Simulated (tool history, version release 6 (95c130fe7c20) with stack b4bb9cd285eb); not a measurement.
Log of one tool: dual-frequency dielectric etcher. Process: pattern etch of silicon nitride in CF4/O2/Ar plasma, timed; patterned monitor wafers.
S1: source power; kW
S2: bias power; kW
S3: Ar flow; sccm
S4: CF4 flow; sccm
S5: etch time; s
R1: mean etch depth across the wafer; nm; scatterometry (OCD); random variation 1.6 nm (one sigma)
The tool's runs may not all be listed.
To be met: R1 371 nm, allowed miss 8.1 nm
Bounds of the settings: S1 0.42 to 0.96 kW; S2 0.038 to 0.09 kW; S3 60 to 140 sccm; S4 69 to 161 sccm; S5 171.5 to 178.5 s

run 1 hour=0 | S1=0.69 S2=0.064 S3=100 S4=115 S5=171.5 | R1=443.92
run 2 hour=5.1 | S1=0.69 S2=0.064 S3=100 S4=115 S5=171.5 | R1=441.67
run 3 hour=10.9 | S1=0.58 S2=0.064 S3=100 S4=115 S5=171.5 | R1=392.31
run 4 hour=16.7 | S1=0.58 S2=0.072 S3=100 S4=115 S5=171.5 | R1=408.74
run 5 hour=24.2 | S1=0.58 S2=0.072 S3=86 S4=115 S5=171.5 | R1=418.81
run 6 hour=25.2 | S1=0.56 S2=0.072 S3=86 S4=115 S5=171.5 | R1=407.83
run 7 hour=27.1 | S1=0.55 S2=0.072 S3=86 S4=115 S5=171.5 | R1=404.72
run 8 hour=35.6 | S1=0.54 S2=0.072 S3=86 S4=115 S5=171.5 | R1=400.31
run 9 hour=37.2 | S1=0.53 S2=0.072 S3=86 S4=115 S5=171.5 | R1=397.44
run 10 hour=43.6 | S1=0.52 S2=0.072 S3=86 S4=115 S5=171.5 | R1=389.08
run 11 hour=50.6 | S1=0.51 S2=0.072 S3=86 S4=115 S5=171.5 | R1=384.58
run 12 hour=52.2 | S1=0.5 S2=0.072 S3=86 S4=115 S5=171.5 | R1=382.78

Which of these 4 next moves meets every target?
run A hour=53.8 | S1=0.45 S2=0.066 S3=75 S4=113 S5=171.5 | R1=?
run B hour=53.8 | S1=0.42 S2=0.068 S3=80 S4=107 S5=177 | R1=?
run C hour=53.8 | S1=0.45 S2=0.073 S3=85 S4=106 S5=177 | R1=?
run D hour=53.8 | S1=0.42 S2=0.067 S3=84 S4=128 S5=178.5 | R1=?

move=A R1=352.6
move=B R1=347.25
move=C R1=367.06
move=D R1=349.68
A: takes the result that was furthest off past its target
B: takes the result that was furthest off past its target
C: meets every target
D: takes the result that was furthest off past its target
Answer: C
